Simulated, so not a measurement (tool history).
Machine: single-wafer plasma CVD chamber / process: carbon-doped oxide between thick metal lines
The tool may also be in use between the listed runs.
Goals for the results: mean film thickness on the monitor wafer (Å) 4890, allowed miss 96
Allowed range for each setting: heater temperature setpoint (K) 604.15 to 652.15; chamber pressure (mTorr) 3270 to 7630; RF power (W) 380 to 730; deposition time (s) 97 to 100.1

run	hour	heater temperature setpoint (K)	chamber pressure (mTorr)	RF power (W)	deposition time (s)	mean film thickness on the monitor wafer (Å)
1	0	628.15	5450	555	97	5335.1
2	2.7	635.15	5450	555	97	5232.2
3	3.2	631.15	5450	555	97	5271.2
4	11.3	627.15	5450	555	97	5302.5
5	14.6	634.15	5450	555	97	5268.9
6	18.2	634.15	5450	555	100.1	5422.8
# hour 27: thermocouple changed; heater temperature recalibrated
7	27	634.15	5330	550	100.1	5405.5
8	29.2	634.15	5250	545	100	5370.8
9	34	634.15	5210	535	99.9	5373.7
10	35.2	634.15	5210	525	99.7	5261.6
11	43.4	634.15	5190	520	99.6	5267.4
12	49.6	634.15	5170	510	99.5	5150.3
13	52.7	634.15	5150	505	99.5	5177.1
14	53.4	634.15	5130	500	99.4	5166.1
15	59.2	634.15	5110	495	99.3	5141.1
16	61.1	634.15	5090	490	99.2	5100
17	69.6	634.15	5070	485	99.2	5104.6
18	70.5	634.15	5040	480	99.2	5096.5

Consider the 4 candidate settings below. Which is the only one whose results all fall within their allowed miss of target?
A	71.4	642.15	5130	465	98	?
B	71.4	618.15	4370	475	99.8	?
C	71.4	636.15	4860	500	99.9	?
D	71.4	642.15	5250	505	98.8	?

move	mean film thickness on the monitor wafer (Å)
A	4877.1
B	5135.6
C	5115.4
D	5078.6
A: in spec on every target
B: lands further from the targets than the last run did
C: lands further from the targets than the last run did
D: gains on the last run, yet a result remains outside its allowed miss
So the answer is move A, the one that meets all the targets.
